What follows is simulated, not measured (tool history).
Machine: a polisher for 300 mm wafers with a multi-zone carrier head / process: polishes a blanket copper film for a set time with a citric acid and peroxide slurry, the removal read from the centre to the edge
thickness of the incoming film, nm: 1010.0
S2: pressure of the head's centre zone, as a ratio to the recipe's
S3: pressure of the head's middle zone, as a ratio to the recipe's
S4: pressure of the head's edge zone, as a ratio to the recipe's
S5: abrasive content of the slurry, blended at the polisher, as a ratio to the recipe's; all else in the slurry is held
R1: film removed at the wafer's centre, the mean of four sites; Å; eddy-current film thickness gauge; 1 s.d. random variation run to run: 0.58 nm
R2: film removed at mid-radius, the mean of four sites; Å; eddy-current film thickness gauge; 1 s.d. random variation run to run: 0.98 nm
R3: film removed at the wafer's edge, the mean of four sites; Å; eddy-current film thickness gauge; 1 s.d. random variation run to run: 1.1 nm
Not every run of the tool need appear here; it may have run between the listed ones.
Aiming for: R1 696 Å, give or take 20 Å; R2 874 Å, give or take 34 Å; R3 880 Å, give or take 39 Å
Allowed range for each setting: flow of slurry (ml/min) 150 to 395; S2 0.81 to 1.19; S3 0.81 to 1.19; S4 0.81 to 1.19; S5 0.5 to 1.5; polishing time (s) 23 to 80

run 1 hour=0 | flow_of_slurry_(ml/min)=250 S2=1 S3=1 S4=1 S5=1 polishing_time_(s)=51 | R1=837.03 R2=833.32 R3=838.47
run 2 hour=6.4 | flow_of_slurry_(ml/min)=240 S2=0.97 S3=1.01 S4=1.01 S5=1 polishing_time_(s)=51 | R1=804.22 R2=840.15 R3=825.72
run 3 hour=15.1 | flow_of_slurry_(ml/min)=240 S2=0.97 S3=1.01 S4=1.01 S5=1.1 polishing_time_(s)=51 | R1=834.61 R2=841.19 R3=855.19
run 4 hour=23.7 | flow_of_slurry_(ml/min)=235 S2=0.94 S3=1.02 S4=1.03 S5=1.1 polishing_time_(s)=51 | R1=788.14 R2=844.84 R3=851.58
run 5 hour=28.6 | flow_of_slurry_(ml/min)=235 S2=0.94 S3=1.02 S4=0.96 S5=1.1 polishing_time_(s)=51 | R1=786.18 R2=846.69 R3=816.4
run 6 hour=32.4 | flow_of_slurry_(ml/min)=210 S2=0.94 S3=1.02 S4=0.96 S5=1.1 polishing_time_(s)=51 | R1=772.84 R2=846.38 R3=815.5
-- hour=36 worn pad replaced by a new one
run 7 hour=36 | flow_of_slurry_(ml/min)=200 S2=0.93 S3=1.03 S4=0.98 S5=1.1 polishing_time_(s)=51 | R1=860.69 R2=958.36 R3=926.26
run 8 hour=37.7 | flow_of_slurry_(ml/min)=210 S2=0.91 S3=1.03 S4=1 S5=1.1 polishing_time_(s)=51 | R1=854.39 R2=930 R3=957.77

Which single option among these 5 for the next run brings every result within its allowed miss of target? Just one does.
run A hour=39.4 | flow_of_slurry_(ml/min)=245 S2=1.16 S3=0.99 S4=0.89 S5=1.1 polishing_time_(s)=54 | R1=? R2=? R3=?
run B hour=39.4 | flow_of_slurry_(ml/min)=170 S2=0.9 S3=1.04 S4=0.98 S5=1.2 polishing_time_(s)=46 | R1=? R2=? R3=?
run C hour=39.4 | flow_of_slurry_(ml/min)=185 S2=0.84 S3=1.09 S4=0.97 S5=1.15 polishing_time_(s)=50 | R1=? R2=? R3=?
run D hour=39.4 | flow_of_slurry_(ml/min)=205 S2=0.82 S3=1.08 S4=1.08 S5=1.1 polishing_time_(s)=46 | R1=? R2=? R3=?
run E hour=39.4 | flow_of_slurry_(ml/min)=185 S2=0.92 S3=1.05 S4=0.99 S5=1.05 polishing_time_(s)=48 | R1=? R2=? R3=?

move=A R1=1205.9 R2=991.21 R3=960.33
move=B R1=764.61 R2=841.46 R3=833.23
move=C R1=785.1 R2=955.24 R3=903.41
move=D R1=713.13 R2=879.97 R3=879.33
move=E R1=807.53 R2=874.33 R3=859.9
A: its largest miss is bigger than the last run's
B: moves toward the targets from the last run without getting all of them in spec
C: moves toward the targets from the last run without getting all of them in spec
D: hits every target within its allowed miss
E: moves toward the targets from the last run without getting all of them in spec
Correct choice: D, which meets every target
